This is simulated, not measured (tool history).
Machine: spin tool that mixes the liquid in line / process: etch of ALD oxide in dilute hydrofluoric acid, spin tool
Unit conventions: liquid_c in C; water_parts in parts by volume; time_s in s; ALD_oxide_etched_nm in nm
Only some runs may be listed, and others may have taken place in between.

Run 1, hour 0: liquid_c 24 C, water_parts 45 parts by volume, time_s 30 s. Result: ALD_oxide_etched_nm 17.043 nm.
Run 2, hour 8.9: liquid_c 26 C, water_parts 45 parts by volume, time_s 30 s. Result: ALD_oxide_etched_nm 18.103 nm.
Run 3, hour 14.3: liquid_c 29 C, water_parts 45 parts by volume, time_s 30 s. Result: ALD_oxide_etched_nm 20.592 nm.
Run 4, hour 22.8: liquid_c 29 C, water_parts 45 parts by volume, time_s 20 s. Result: ALD_oxide_etched_nm 13.598 nm.
Run 5, hour 29.9: liquid_c 29 C, water_parts 40 parts by volume, time_s 20 s. Result: ALD_oxide_etched_nm 15.655 nm.
Run 6, hour 38.8: liquid_c 29 C, water_parts 40 parts by volume, time_s 30 s. Result: ALD_oxide_etched_nm 23.214 nm.
Run 7, hour 44.2: liquid_c 29.5 C, water_parts 35 parts by volume, time_s 30 s. Result: ALD_oxide_etched_nm 27.96 nm.
Run 8, hour 48.1: liquid_c 30 C, water_parts 30 parts by volume, time_s 30 s. Result: ALD_oxide_etched_nm 33.266 nm.
Run 9, hour 49.6: liquid_c 30.5 C, water_parts 30 parts by volume, time_s 30 s. Result: ALD_oxide_etched_nm 33.339 nm.
Run 10, hour 53: liquid_c 32 C, water_parts 20 parts by volume, time_s 30 s. Result: ALD_oxide_etched_nm 54.7 nm.
Run 11, hour 54.9: liquid_c 31 C, water_parts 20 parts by volume, time_s 30 s. Result: ALD_oxide_etched_nm 52.489 nm.
Run 12, hour 59.8: liquid_c 30 C, water_parts 20 parts by volume, time_s 30 s. Result: ALD_oxide_etched_nm 49.488 nm.
Run 13, hour 62.8: liquid_c 29.5 C, water_parts 20 parts by volume, time_s 30 s. Result: ALD_oxide_etched_nm 48.856 nm.
Run 14, hour 68.6: liquid_c 29 C, water_parts 20 parts by volume, time_s 30 s. Result: ALD_oxide_etched_nm 48.483 nm.
Run 15, hour 76: liquid_c 28.5 C, water_parts 20 parts by volume, time_s 30 s. Result: ALD_oxide_etched_nm 47.912 nm.
Run 16, hour 81.4: liquid_c 28 C, water_parts 20 parts by volume, time_s 30 s. Result: ALD_oxide_etched_nm 46.783 nm.

Run 17 has not been measured yet. What should we expect?
Run 17, hour 89.4: liquid_c 28 C, water_parts 20 parts by volume, time_s 30 s. Result: ALD_oxide_etched_nm ?.

{"run 17": {"ALD_oxide_etched_nm": 46.055}}

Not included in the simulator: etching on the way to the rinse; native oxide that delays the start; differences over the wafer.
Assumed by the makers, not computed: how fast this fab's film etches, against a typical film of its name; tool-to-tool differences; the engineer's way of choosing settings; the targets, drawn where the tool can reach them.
